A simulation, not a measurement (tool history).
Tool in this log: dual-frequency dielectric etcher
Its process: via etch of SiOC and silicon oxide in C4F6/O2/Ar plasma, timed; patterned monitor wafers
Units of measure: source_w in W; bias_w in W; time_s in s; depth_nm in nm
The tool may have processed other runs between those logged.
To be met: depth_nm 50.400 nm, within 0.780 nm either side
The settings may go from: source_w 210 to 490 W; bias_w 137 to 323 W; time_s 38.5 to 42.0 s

run	hour	source_w	bias_w	time_s	depth_nm
1	0.0	350	230	42.0	46.446
2	3.5	360	231	42.0	47.053
3	9.4	310	231	42.0	43.942
4	14.6	310	231	42.0	44.300
5	19.2	310	231	42.0	44.155
6	27.2	330	232	42.0	45.255
7	29.0	340	233	42.0	46.216
8	35.1	350	234	42.0	47.039
9	36.6	360	234	42.0	47.072
10	41.1	430	242	42.0	52.163

Below are 5 possible settings for the next run. Only one of them brings all results inside the allowed miss of their targets. Which is it?
A	45.6	440	275	39.5	?
B	45.6	440	269	41.5	?
C	45.6	460	233	41.5	?
D	45.6	470	255	41.0	?
E	45.6	430	249	40.0	?

move	depth_nm
A	52.891
B	54.942
C	51.910
D	54.256
E	50.389
A: further off than the last run
B: further off than the last run
C: moves toward the targets from the last run without getting all of them in spec
D: further off than the last run
E: all results in spec
Correct choice: E, which meets every target
